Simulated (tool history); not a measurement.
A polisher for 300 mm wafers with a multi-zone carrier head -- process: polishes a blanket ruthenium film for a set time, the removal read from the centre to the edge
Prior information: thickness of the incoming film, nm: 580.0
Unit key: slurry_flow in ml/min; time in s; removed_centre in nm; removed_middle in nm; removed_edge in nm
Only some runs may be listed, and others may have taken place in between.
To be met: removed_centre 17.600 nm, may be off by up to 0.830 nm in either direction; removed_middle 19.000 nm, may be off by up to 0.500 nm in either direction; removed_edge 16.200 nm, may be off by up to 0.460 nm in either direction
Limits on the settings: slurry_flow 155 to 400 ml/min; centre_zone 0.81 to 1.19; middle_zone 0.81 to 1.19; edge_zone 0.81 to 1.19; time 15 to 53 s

| run | hour | slurry_flow | centre_zone | middle_zone | edge_zone | time | removed_centre | removed_middle | removed_edge |
|---|---|---|---|---|---|---|---|---|---|
| 1 | 0.0 | 255 | 1.00 | 1.00 | 1.00 | 34 | 25.489 | 25.042 | 25.161 |
| 2 | 2.1 | 255 | 0.92 | 1.00 | 1.00 | 34 | 23.606 | 24.854 | 25.006 |
| 3 | 10.3 | 255 | 0.99 | 1.00 | 1.00 | 34 | 24.930 | 24.864 | 24.947 |
| 4 | 12.5 | 255 | 0.99 | 1.02 | 0.95 | 30 | 22.207 | 22.484 | 21.552 |
| 5 | 20.9 | 255 | 0.99 | 1.02 | 0.89 | 30 | 21.915 | 22.017 | 21.104 |
| 6 | 25.9 | 255 | 0.99 | 1.02 | 0.83 | 30 | 22.156 | 22.288 | 20.274 |
| 7 | 33.3 | 245 | 0.97 | 1.08 | 0.81 | 22 | 16.491 | 17.054 | 14.653 |
| 8 | 39.4 | 270 | 0.97 | 1.09 | 0.84 | 22 | 16.528 | 17.339 | 15.026 |
| 9 | 42.4 | 280 | 0.98 | 1.11 | 0.86 | 22 | 16.336 | 17.690 | 15.215 |
| 10 | 48.6 | 290 | 1.00 | 1.12 | 0.87 | 22 | 16.845 | 17.736 | 15.373 |
| 11 | 56.5 | 295 | 1.01 | 1.14 | 0.88 | 22 | 17.186 | 18.131 | 15.420 |
| 12 | 59.5 | 300 | 1.01 | 1.15 | 0.90 | 22 | 16.820 | 18.239 | 15.492 |
| 13 | 64.5 | 305 | 1.02 | 1.16 | 0.91 | 22 | 17.408 | 18.615 | 15.615 |

5 next moves are on the table. One of them brings every result within its allowed miss. Which?
| A | 69.5 | 390 | 1.01 | 1.16 | 0.93 | 22 | ? | ? | ? |
| B | 69.5 | 245 | 0.99 | 1.19 | 0.85 | 22 | ? | ? | ? |
| C | 69.5 | 255 | 0.99 | 1.07 | 0.86 | 23 | ? | ? | ? |
| D | 69.5 | 295 | 0.95 | 1.19 | 0.91 | 22 | ? | ? | ? |
| E | 69.5 | 225 | 1.01 | 1.19 | 0.83 | 23 | ? | ? | ? |

| move | removed_centre | removed_middle | removed_edge |
|---|---|---|---|
| A | 17.169 | 18.825 | 16.299 |
| B | 16.008 | 18.393 | 15.085 |
| C | 16.811 | 17.635 | 15.939 |
| D | 15.713 | 18.782 | 15.821 |
| E | 16.870 | 19.018 | 15.472 |
A: every result lands within tolerance
B: the biggest miss grows against the last run
C: the furthest-off result lands on target, but another misses its tolerance
D: the furthest-off result lands on target, but another misses its tolerance
E: the biggest miss grows against the last run
Move A is the one to make.
